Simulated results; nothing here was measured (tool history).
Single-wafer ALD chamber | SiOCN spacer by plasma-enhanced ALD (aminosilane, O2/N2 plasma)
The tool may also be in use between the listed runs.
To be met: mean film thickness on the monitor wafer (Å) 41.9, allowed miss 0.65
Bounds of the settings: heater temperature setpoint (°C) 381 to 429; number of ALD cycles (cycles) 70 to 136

| run | hour | heater temperature setpoint (°C) | number of ALD cycles (cycles) | mean film thickness on the monitor wafer (Å) |
|---|---|---|---|---|
| 1 | 0 | 405 | 103 | 52.364 |
| 2 | 1.8 | 405 | 112 | 57.171 |
| 3 | 7.6 | 409 | 105 | 53.125 |
| 4 | 10.7 | 409 | 97 | 48.995 |
| 5 | 19.8 | 400 | 97 | 50.373 |
| 6 | 28 | 400 | 108 | 55.79 |
| 7 | 31.4 | 404 | 102 | 52.581 |
| 8 | 36.6 | 408 | 97 | 49.107 |
| 9 | 43.7 | 411 | 94 | 47.481 |

4 next moves are on the table. One of them brings every result within its allowed miss. Which?
| A | 50.8 | 408 | 83 | ? |
| B | 50.8 | 412 | 80 | ? |
| C | 50.8 | 425 | 89 | ? |
| D | 50.8 | 410 | 86 | ? |

| move | mean film thickness on the monitor wafer (Å) |
|---|---|
| A | 41.861 |
| B | 39.897 |
| C | 42.755 |
| D | 43.131 |
A: meets every target
B: takes the result that was furthest off past its target
C: nearer than the last run, and not there yet
D: nearer than the last run, and not there yet
The right move is A.

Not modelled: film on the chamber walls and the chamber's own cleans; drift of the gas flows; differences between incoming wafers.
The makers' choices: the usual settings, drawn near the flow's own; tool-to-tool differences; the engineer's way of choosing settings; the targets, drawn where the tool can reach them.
